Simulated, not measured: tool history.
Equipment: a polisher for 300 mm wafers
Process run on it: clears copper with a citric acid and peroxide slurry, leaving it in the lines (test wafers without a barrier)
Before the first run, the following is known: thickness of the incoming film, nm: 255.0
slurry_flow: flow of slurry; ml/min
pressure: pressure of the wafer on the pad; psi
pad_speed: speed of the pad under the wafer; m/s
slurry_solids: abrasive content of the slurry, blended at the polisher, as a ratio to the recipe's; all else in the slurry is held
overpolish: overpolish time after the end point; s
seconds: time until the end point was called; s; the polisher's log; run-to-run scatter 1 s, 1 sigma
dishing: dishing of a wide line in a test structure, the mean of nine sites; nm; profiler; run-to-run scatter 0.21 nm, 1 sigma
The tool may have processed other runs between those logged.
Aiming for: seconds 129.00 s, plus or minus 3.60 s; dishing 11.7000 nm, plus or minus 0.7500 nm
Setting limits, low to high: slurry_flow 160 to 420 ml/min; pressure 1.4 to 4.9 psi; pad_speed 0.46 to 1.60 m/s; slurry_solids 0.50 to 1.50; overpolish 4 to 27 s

run	day	slurry_flow	pressure	pad_speed	slurry_solids	overpolish	seconds	dishing
1	0.000	270	3.1	1.02	1.00	14	107.25	25.8940
2	0.204	270	3.1	1.02	1.00	19	107.93	32.4580
3	0.579	235	3.1	1.02	1.00	19	108.79	30.5950
4	0.725	235	3.1	1.02	1.00	21	109.05	34.2660
5	0.888	235	3.1	1.02	0.80	21	115.87	33.9820
6	0.958	220	3.0	1.02	0.85	18	119.25	28.6630
7	1.196	210	2.9	1.02	1.00	15	118.59	24.9600
8	1.433	200	2.8	1.00	1.10	13	122.54	21.7020
9	1.500	190	2.7	1.00	1.20	11	124.05	17.8160
10	1.525	210	2.4	1.00	1.40	5	132.02	8.4118
11	1.688	205	2.4	1.00	1.35	5	134.22	8.1687
12	1.921	200	2.5	1.00	1.35	5	128.54	8.5364
13	1.967	195	2.5	1.00	1.30	6	129.43	9.8963

Consider the 4 candidate settings below. Which is the only one whose results all fall within their allowed miss of target?
A	2.012	170	2.7	1.08	1.15	8	?	?
B	2.012	175	2.5	1.04	1.30	7	?	?
C	2.012	275	2.2	1.10	1.45	6	?	?
D	2.012	210	2.3	1.18	1.35	8	?	?

move	seconds	dishing
A	122.01	13.9110
B	130.16	11.5870
C	127.59	10.2090
D	122.05	13.8580
A: carries the result that was furthest off beyond its target, to the other side
B: in spec on every target
C: better than the last run, though not everything is in spec
D: carries the result that was furthest off beyond its target, to the other side
So the answer is move B, the one that meets all the targets.
